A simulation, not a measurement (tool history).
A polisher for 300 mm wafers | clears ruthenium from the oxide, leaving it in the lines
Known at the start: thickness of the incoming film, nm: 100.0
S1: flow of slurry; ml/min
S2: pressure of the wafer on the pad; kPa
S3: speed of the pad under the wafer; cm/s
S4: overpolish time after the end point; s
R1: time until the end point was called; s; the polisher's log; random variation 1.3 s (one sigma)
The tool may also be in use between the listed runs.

run 1 hour=0.0 | S1=205 S2=13.1 S3=80 S4=16 | R1=132.780
run 2 hour=7.5 | S1=205 S2=15.9 S3=80 S4=16 | R1=107.950
run 3 hour=15.0 | S1=205 S2=17.2 S3=82 S4=16 | R1=96.749
run 4 hour=17.6 | S1=205 S2=18.6 S3=86 S4=16 | R1=86.208
run 5 hour=19.3 | S1=205 S2=15.2 S3=86 S4=16 | R1=105.410
run 6 hour=27.3 | S1=205 S2=17.9 S3=86 S4=16 | R1=89.817
run 7 hour=32.0 | S1=205 S2=18.6 S3=88 S4=16 | R1=84.737

Run 8 comes next. What will it give?
run 8 hour=34.2 | S1=205 S2=19.3 S3=90 S4=16 | R1=?

{"run 8": {"R1": 82.077}}
